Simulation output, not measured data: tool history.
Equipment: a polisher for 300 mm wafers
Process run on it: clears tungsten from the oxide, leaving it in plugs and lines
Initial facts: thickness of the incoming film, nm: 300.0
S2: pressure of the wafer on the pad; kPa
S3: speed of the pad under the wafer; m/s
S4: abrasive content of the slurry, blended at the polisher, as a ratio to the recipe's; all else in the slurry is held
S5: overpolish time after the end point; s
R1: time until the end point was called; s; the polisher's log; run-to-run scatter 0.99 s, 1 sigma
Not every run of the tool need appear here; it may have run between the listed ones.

run 1 hour=0 | flow_of_slurry_(ml/min)=305 S2=29.6 S3=1 S4=1 S5=16 | R1=47.843
run 2 hour=2 | flow_of_slurry_(ml/min)=305 S2=24.8 S3=0.96 S4=1 S5=16 | R1=58.583
run 3 hour=3 | flow_of_slurry_(ml/min)=305 S2=21.4 S3=0.92 S4=1 S5=16 | R1=69.976
run 4 hour=4.1 | flow_of_slurry_(ml/min)=345 S2=21.4 S3=0.92 S4=1 S5=16 | R1=70.378
run 5 hour=10.2 | flow_of_slurry_(ml/min)=395 S2=21.4 S3=0.92 S4=1 S5=16 | R1=70.034
run 6 hour=11.8 | flow_of_slurry_(ml/min)=395 S2=19.3 S3=0.9 S4=1 S5=16 | R1=78.043

Run 7 comes next. What will it give?
run 7 hour=14.2 | flow_of_slurry_(ml/min)=395 S2=17.9 S3=0.9 S4=1 S5=16 | R1=?

R1: 83.497 s
